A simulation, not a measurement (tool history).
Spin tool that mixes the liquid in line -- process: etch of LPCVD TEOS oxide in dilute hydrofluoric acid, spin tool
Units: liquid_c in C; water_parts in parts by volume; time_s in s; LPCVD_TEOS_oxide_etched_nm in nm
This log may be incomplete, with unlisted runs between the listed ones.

run 1 hour=0 | liquid_c=22 water_parts=195 time_s=210 | LPCVD_TEOS_oxide_etched_nm=40.123
run 2 hour=6.8 | liquid_c=22.5 water_parts=195 time_s=210 | LPCVD_TEOS_oxide_etched_nm=41.089
run 3 hour=10.7 | liquid_c=22.5 water_parts=255 time_s=210 | LPCVD_TEOS_oxide_etched_nm=29.359
run 4 hour=18.1 | liquid_c=25.5 water_parts=255 time_s=210 | LPCVD_TEOS_oxide_etched_nm=32.851
run 5 hour=25.7 | liquid_c=22 water_parts=255 time_s=210 | LPCVD_TEOS_oxide_etched_nm=28.782
run 6 hour=32.1 | liquid_c=20.5 water_parts=255 time_s=210 | LPCVD_TEOS_oxide_etched_nm=27.386
run 7 hour=37.9 | liquid_c=22 water_parts=250 time_s=210 | LPCVD_TEOS_oxide_etched_nm=29.568
run 8 hour=40.4 | liquid_c=23 water_parts=245 time_s=210 | LPCVD_TEOS_oxide_etched_nm=30.871

Run 9 is up next; what results do you expect?
run 9 hour=42.9 | liquid_c=24 water_parts=240 time_s=210 | LPCVD_TEOS_oxide_etched_nm=?

Logged for run 9: LPCVD_TEOS_oxide_etched_nm 33.467 nm.

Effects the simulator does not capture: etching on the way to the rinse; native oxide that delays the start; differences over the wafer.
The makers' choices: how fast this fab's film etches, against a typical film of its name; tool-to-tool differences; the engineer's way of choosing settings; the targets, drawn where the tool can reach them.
